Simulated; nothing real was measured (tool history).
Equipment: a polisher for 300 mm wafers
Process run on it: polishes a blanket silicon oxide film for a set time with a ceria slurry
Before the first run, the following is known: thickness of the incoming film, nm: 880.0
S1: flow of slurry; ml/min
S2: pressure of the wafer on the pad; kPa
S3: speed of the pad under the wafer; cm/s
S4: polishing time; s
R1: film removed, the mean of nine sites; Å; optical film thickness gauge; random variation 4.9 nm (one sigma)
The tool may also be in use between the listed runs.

run 1 day=0.000 | S1=230 S2=27.6 S3=108 S4=68 | R1=4583.7
run 2 day=0.058 | S1=230 S2=25.5 S3=108 S4=68 | R1=4221.4
run 3 day=0.362 | S1=280 S2=25.5 S3=108 S4=68 | R1=4251.4
run 4 day=0.458 | S1=280 S2=24.1 S3=108 S4=68 | R1=4043.3
run 5 day=0.592 | S1=280 S2=24.1 S3=108 S4=68 | R1=4050.7
run 6 day=0.812 | S1=280 S2=24.1 S3=130 S4=68 | R1=4922.7
run 7 day=0.858 | S1=280 S2=21.4 S3=130 S4=68 | R1=4361.8
run 8 day=0.954 | S1=280 S2=20.0 S3=130 S4=68 | R1=4179.6
run 9 day=1.071 | S1=280 S2=18.6 S3=130 S4=68 | R1=3823.4

Predict the results of run 10:
run 10 day=1.312 | S1=280 S2=15.2 S3=130 S4=68 | R1=?

R1: 3144.6 Å
